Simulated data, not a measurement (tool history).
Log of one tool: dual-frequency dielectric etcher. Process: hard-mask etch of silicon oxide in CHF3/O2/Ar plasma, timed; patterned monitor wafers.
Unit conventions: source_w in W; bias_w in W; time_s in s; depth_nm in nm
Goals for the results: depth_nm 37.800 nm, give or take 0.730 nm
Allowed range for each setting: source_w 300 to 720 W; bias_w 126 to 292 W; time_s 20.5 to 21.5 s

| run | day | source_w | bias_w | time_s | depth_nm |
|---|---|---|---|---|---|
| 1 | 0.000 | 510 | 209 | 20.5 | 41.769 |
| 2 | 0.371 | 490 | 208 | 20.5 | 40.791 |
| 3 | 0.504 | 490 | 208 | 20.5 | 41.010 |
| 4 | 0.696 | 480 | 207 | 20.5 | 40.544 |
| 5 | 1.025 | 470 | 206 | 20.5 | 40.217 |
| 6 | 1.125 | 520 | 206 | 20.5 | 42.023 |
| 7 | 1.462 | 500 | 205 | 20.5 | 41.369 |
| 8 | 1.567 | 490 | 204 | 20.5 | 40.440 |
| 9 | 1.604 | 490 | 204 | 20.5 | 40.459 |
| 10 | 1.771 | 480 | 204 | 20.5 | 39.665 |
| 11 | 2.075 | 470 | 204 | 20.5 | 39.733 |
| 12 | 2.167 | 460 | 204 | 20.5 | 39.110 |

4 next moves are on the table. One of them brings every result within its allowed miss. Which?
| A | 2.258 | 470 | 183 | 20.5 | ? |
| B | 2.258 | 480 | 187 | 21.5 | ? |
| C | 2.258 | 450 | 204 | 21.5 | ? |
| D | 2.258 | 500 | 202 | 21.0 | ? |

| move | depth_nm |
|---|---|
| A | 38.101 |
| B | 40.765 |
| C | 40.744 |
| D | 41.955 |
A: all results in spec
B: misses by more than the last run did
C: misses by more than the last run did
D: misses by more than the last run did
Answer: A

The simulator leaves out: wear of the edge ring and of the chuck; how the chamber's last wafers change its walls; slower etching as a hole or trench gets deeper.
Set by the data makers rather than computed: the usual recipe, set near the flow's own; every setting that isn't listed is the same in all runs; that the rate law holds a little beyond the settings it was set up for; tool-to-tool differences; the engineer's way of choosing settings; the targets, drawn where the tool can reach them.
